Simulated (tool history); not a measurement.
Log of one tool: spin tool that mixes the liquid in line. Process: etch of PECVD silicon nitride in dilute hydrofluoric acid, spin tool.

| run | hour | temperature setpoint of the liquid (K) | parts of water to one part of 49 % hydrofluoric acid (parts by volume) | time under the liquid (s) | thickness taken off the PECVD silicon nitride on a monitor wafer (Å) |
|---|---|---|---|---|---|
| 1 | 0.0 | 294.15 | 100 | 210 | 95.898 |
| 2 | 6.2 | 295.65 | 95 | 210 | 111.810 |
| 3 | 12.0 | 295.65 | 95 | 210 | 111.410 |
| 4 | 20.3 | 298.65 | 95 | 210 | 136.040 |
| 5 | 29.1 | 299.15 | 90 | 210 | 147.390 |
| 6 | 30.1 | 299.65 | 85 | 210 | 162.010 |

Run 7 comes next. What will it give?
| 7 | 33.2 | 299.65 | 85 | 210 | ? |

Run 7 produced thickness taken off the PECVD silicon nitride on a monitor wafer (Å) 162.210.
